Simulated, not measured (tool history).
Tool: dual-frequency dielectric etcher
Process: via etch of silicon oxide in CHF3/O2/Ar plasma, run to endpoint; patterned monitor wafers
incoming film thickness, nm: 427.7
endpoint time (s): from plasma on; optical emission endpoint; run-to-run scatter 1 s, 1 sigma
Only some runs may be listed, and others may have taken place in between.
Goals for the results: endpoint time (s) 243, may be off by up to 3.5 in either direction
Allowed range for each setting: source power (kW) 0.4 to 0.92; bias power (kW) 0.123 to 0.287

run 1 day=0 | source_power_(kW)=0.66 bias_power_(kW)=0.205 | endpoint_time_(s)=189.53
run 2 day=0.058 | source_power_(kW)=0.59 bias_power_(kW)=0.189 | endpoint_time_(s)=204.45
run 3 day=0.15 | source_power_(kW)=0.59 bias_power_(kW)=0.172 | endpoint_time_(s)=212.95
run 4 day=0.229 | source_power_(kW)=0.54 bias_power_(kW)=0.169 | endpoint_time_(s)=222.14
run 5 day=0.458 | source_power_(kW)=0.62 bias_power_(kW)=0.169 | endpoint_time_(s)=210.95
run 6 day=0.571 | source_power_(kW)=0.51 bias_power_(kW)=0.169 | endpoint_time_(s)=225.33
run 7 day=0.608 | source_power_(kW)=0.48 bias_power_(kW)=0.167 | endpoint_time_(s)=230.16
run 8 day=0.646 | source_power_(kW)=0.46 bias_power_(kW)=0.166 | endpoint_time_(s)=237.35

Below are 5 possible settings for the next run. Only one of them brings all results inside the allowed miss of their targets. Which is it?
run A day=0.683 | source_power_(kW)=0.42 bias_power_(kW)=0.19 | endpoint_time_(s)=?
run B day=0.683 | source_power_(kW)=0.41 bias_power_(kW)=0.17 | endpoint_time_(s)=?
run C day=0.683 | source_power_(kW)=0.44 bias_power_(kW)=0.181 | endpoint_time_(s)=?
run D day=0.683 | source_power_(kW)=0.44 bias_power_(kW)=0.175 | endpoint_time_(s)=?
run E day=0.683 | source_power_(kW)=0.44 bias_power_(kW)=0.171 | endpoint_time_(s)=?

move=A endpoint_time_(s)=230.97
move=B endpoint_time_(s)=244.66
move=C endpoint_time_(s)=232.14
move=D endpoint_time_(s)=235.62
move=E endpoint_time_(s)=238.03
A: the biggest miss grows against the last run
B: every result within its allowed miss
C: the biggest miss grows against the last run
D: the biggest miss grows against the last run
E: an improvement on the last run, though not all results are within tolerance
Correct choice: B, which meets every target
